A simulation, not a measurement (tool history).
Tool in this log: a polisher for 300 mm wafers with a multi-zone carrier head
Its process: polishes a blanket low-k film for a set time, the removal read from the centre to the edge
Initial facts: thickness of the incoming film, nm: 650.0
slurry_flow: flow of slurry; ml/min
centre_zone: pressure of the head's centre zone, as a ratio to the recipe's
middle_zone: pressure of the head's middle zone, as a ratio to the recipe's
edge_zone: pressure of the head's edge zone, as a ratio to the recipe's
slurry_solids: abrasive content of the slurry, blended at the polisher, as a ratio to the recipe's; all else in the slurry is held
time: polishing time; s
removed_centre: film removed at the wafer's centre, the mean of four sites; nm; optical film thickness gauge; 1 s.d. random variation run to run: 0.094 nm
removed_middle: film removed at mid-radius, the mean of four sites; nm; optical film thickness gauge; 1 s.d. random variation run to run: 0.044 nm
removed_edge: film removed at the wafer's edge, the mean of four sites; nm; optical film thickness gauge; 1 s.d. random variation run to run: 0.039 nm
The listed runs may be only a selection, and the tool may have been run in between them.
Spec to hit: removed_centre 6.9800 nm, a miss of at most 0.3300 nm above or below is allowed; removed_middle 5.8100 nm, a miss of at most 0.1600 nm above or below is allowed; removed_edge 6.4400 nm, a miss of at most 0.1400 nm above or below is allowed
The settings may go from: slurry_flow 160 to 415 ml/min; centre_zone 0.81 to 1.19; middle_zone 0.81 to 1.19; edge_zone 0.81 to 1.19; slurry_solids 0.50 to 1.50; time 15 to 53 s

run  hour  slurry_flow  centre_zone  middle_zone  edge_zone  slurry_solids  time  removed_centre  removed_middle  removed_edge
  1   0.0          265         1.00         1.00       1.00           1.00    34         12.3660         11.8240       12.2310
  2   2.0          265         1.06         1.00       1.00           1.00    34         12.9050         11.8160       12.0750
  3   4.4          255         1.05         0.97       0.98           0.90    32         11.7180         10.2790       10.7130
  4   8.9          245         1.03         0.95       0.96           0.85    30         10.2640          9.3623        9.6081
  5  11.4          245         1.11         0.95       0.96           0.85    30         11.0180          9.1702        9.6557
  6  17.2          245         1.11         0.89       0.96           0.85    30         11.1400          8.6864        9.6782
  7  22.4          235         1.09         0.88       0.95           0.80    29         10.0540          8.0459        9.0665
  8  30.5          235         1.05         0.85       0.85           0.55    23          6.4258          5.1542        5.6017
  9  38.5          245         1.05         0.86       0.87           0.55    23          6.5007          5.0899        5.6609
 10  42.0          270         1.01         0.96       0.97           0.75    23          7.4998          6.7902        7.0221
 11  42.6          270         1.01         0.96       0.97           0.75    23          7.3898          6.7720        7.1450
 12  43.9          270         1.01         0.94       0.95           0.75    23          7.4438          6.5618        7.0477
 13  46.8          275         1.00         0.93       0.93           0.75    23          7.3939          6.5395        6.9914
 14  55.6          215         0.99         0.83       0.83           0.70    23          6.7400          5.6985        6.2082
 15  59.9          215         0.99         0.83       0.84           0.70    23          6.7884          5.5209        6.2861

Consider the 4 candidate settings below. Which is the only one whose results all fall within their allowed miss of target?
  A  64.2          190         0.97         0.81       0.85           0.80    22               ?               ?             ?
  B  64.2          280         1.01         0.85       0.88           0.90    20               ?               ?             ?
  C  64.2          270         1.08         0.81       1.01           0.65    22               ?               ?             ?
  D  64.2          185         0.92         0.82       0.85           0.60    26               ?               ?             ?

move  removed_centre  removed_middle  removed_edge
   A          6.6462          5.5585        6.3114
   B          7.0626          5.8596        6.4096
   C          7.0506          5.2574        6.3948
   D          6.3977          5.7049        6.4184
A: closes in on the targets versus the last run, not all within tolerance yet
B: all results in spec
C: further off than the last run
D: brings the last run's worst result on target, with another outside its allowed miss
The right move is B.
